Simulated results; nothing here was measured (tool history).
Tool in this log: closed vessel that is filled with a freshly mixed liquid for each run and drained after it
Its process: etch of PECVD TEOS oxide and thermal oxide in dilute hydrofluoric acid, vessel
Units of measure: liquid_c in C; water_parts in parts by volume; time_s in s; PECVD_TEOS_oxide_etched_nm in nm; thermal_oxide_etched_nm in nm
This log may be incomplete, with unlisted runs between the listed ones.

run 1 hour=0.0 | liquid_c=26.0 water_parts=70 time_s=60 | PECVD_TEOS_oxide_etched_nm=20.472 thermal_oxide_etched_nm=4.4266
run 2 hour=6.7 | liquid_c=29.5 water_parts=70 time_s=60 | PECVD_TEOS_oxide_etched_nm=23.540 thermal_oxide_etched_nm=5.1876
run 3 hour=12.4 | liquid_c=26.0 water_parts=70 time_s=60 | PECVD_TEOS_oxide_etched_nm=20.486 thermal_oxide_etched_nm=4.5073
run 4 hour=16.1 | liquid_c=23.5 water_parts=70 time_s=60 | PECVD_TEOS_oxide_etched_nm=18.281 thermal_oxide_etched_nm=4.0701
run 5 hour=24.6 | liquid_c=22.5 water_parts=75 time_s=60 | PECVD_TEOS_oxide_etched_nm=16.411 thermal_oxide_etched_nm=3.6487
run 6 hour=30.1 | liquid_c=21.5 water_parts=80 time_s=60 | PECVD_TEOS_oxide_etched_nm=14.598 thermal_oxide_etched_nm=3.2600
-- hour=37.0 thermometer replaced
run 7 hour=37.0 | liquid_c=21.0 water_parts=80 time_s=60 | PECVD_TEOS_oxide_etched_nm=14.908 thermal_oxide_etched_nm=3.3447
run 8 hour=45.3 | liquid_c=20.5 water_parts=85 time_s=60 | PECVD_TEOS_oxide_etched_nm=13.813 thermal_oxide_etched_nm=3.0045
run 9 hour=52.8 | liquid_c=20.0 water_parts=85 time_s=60 | PECVD_TEOS_oxide_etched_nm=13.412 thermal_oxide_etched_nm=2.9400

For run 10, what comes out?
run 10 hour=61.7 | liquid_c=19.5 water_parts=85 time_s=60 | PECVD_TEOS_oxide_etched_nm=? thermal_oxide_etched_nm=?

Run 10 produced PECVD_TEOS_oxide_etched_nm 13.240 nm, thermal_oxide_etched_nm 2.8628 nm.

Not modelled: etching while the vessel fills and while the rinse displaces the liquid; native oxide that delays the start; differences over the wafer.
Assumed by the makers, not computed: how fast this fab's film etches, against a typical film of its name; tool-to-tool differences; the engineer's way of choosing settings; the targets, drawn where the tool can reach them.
